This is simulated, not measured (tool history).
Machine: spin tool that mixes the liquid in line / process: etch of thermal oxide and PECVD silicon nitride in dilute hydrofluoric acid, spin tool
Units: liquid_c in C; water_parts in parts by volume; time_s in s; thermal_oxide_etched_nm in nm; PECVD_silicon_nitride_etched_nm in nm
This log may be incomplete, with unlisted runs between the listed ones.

| run | hour | liquid_c | water_parts | time_s | thermal_oxide_etched_nm | PECVD_silicon_nitride_etched_nm |
|---|---|---|---|---|---|---|
| 1 | 0.0 | 21.0 | 145 | 180 | 4.3728 | 6.2993 |
| 2 | 6.4 | 21.0 | 130 | 180 | 4.9794 | 6.9724 |
| 3 | 14.3 | 22.5 | 130 | 180 | 5.3234 | 7.7808 |
| 4 | 22.2 | 22.5 | 105 | 180 | 6.7620 | 9.5218 |
| 5 | 30.4 | 24.0 | 105 | 180 | 7.1715 | 10.6450 |
| 6 | 37.7 | 24.0 | 130 | 180 | 5.6551 | 8.5287 |
| 7 | 45.7 | 20.5 | 75 | 165 | 8.3393 | 10.6570 |
| 8 | 52.1 | 20.5 | 70 | 165 | 8.8923 | 11.3190 |
| 9 | 59.9 | 22.0 | 40 | 155 | 16.2800 | 20.7160 |

Predict the results of run 10:
| 10 | 63.2 | 21.5 | 45 | 160 | ? | ? |

Run 10 produced thermal_oxide_etched_nm 14.4230 nm, PECVD_silicon_nitride_etched_nm 18.1950 nm.

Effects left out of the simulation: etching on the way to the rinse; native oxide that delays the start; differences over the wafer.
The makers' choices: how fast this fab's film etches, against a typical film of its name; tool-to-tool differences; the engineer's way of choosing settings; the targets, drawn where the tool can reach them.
